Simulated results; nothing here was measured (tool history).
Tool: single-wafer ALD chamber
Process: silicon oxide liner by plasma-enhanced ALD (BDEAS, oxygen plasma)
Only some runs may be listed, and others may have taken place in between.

| run | hour | heater temperature setpoint (°C) | number of ALD cycles (cycles) | mean film thickness on the monitor wafer (angstrom) |
|---|---|---|---|---|
| 1 | 0 | 320 | 45 | 41.456 |
| 2 | 7.3 | 320 | 50 | 45.867 |
| 3 | 14.9 | 310 | 50 | 46.715 |
| 4 | 20.9 | 302 | 50 | 47.037 |
| 5 | 22 | 296 | 50 | 47.974 |
| 6 | 23.9 | 296 | 50 | 48.763 |
| 7 | 30.8 | 302 | 47 | 43.96 |
| 8 | 31.6 | 303 | 45 | 42.041 |
| 9 | 34 | 304 | 44 | 40.966 |
| 10 | 37.6 | 305 | 43 | 40.14 |

Estimate the outcome of run 11 from the log above:
| 11 | 40.1 | 306 | 42 | ? |

Run 11 measured mean film thickness on the monitor wafer (angstrom) 39.564.
